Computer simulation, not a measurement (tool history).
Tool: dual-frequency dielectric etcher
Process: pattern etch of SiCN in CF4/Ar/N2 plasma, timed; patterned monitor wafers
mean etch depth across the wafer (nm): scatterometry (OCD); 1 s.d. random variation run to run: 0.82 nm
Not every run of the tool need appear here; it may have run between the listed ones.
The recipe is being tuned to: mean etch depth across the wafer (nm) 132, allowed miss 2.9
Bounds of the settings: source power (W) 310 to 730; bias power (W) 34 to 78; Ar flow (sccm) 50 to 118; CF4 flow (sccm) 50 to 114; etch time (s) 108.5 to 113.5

| run | hour | source power (W) | bias power (W) | Ar flow (sccm) | CF4 flow (sccm) | etch time (s) | mean etch depth across the wafer (nm) |
|---|---|---|---|---|---|---|---|
| 1 | 0 | 520 | 56 | 84 | 82 | 108.5 | 110.3 |
| 2 | 6 | 550 | 56 | 84 | 82 | 108.5 | 117.11 |
| 3 | 9.9 | 570 | 56 | 84 | 82 | 108.5 | 121.55 |
| 4 | 14 | 580 | 56 | 84 | 82 | 108.5 | 125.29 |
| 5 | 14.7 | 590 | 56 | 84 | 82 | 108.5 | 127.04 |
| 6 | 17.2 | 670 | 56 | 84 | 82 | 108.5 | 143.81 |
| 7 | 18.5 | 660 | 56 | 84 | 82 | 108.5 | 143.24 |
| 8 | 26.2 | 650 | 56 | 84 | 82 | 108.5 | 141.19 |
| 9 | 32.3 | 640 | 56 | 84 | 82 | 108.5 | 138.18 |
| 10 | 40.5 | 640 | 56 | 84 | 82 | 108.5 | 137.24 |
| 11 | 46 | 630 | 56 | 84 | 82 | 108.5 | 134.93 |

Of the 4 settings listed for the next run, only one would bring every result within its allowed miss of target. Which one?
| A | 51.5 | 640 | 59 | 95 | 83 | 109 | ? |
| B | 51.5 | 630 | 56 | 88 | 89 | 112 | ? |
| C | 51.5 | 630 | 57 | 88 | 82 | 113 | ? |
| D | 51.5 | 630 | 49 | 86 | 90 | 110 | ? |

| move | mean etch depth across the wafer (nm) |
|---|---|
| A | 136.7 |
| B | 139.43 |
| C | 140.03 |
| D | 131.9 |
A: lands further from the targets than the last run did
B: lands further from the targets than the last run did
C: lands further from the targets than the last run did
D: hits every target within its allowed miss
D is the move that brings every result within its allowed miss.
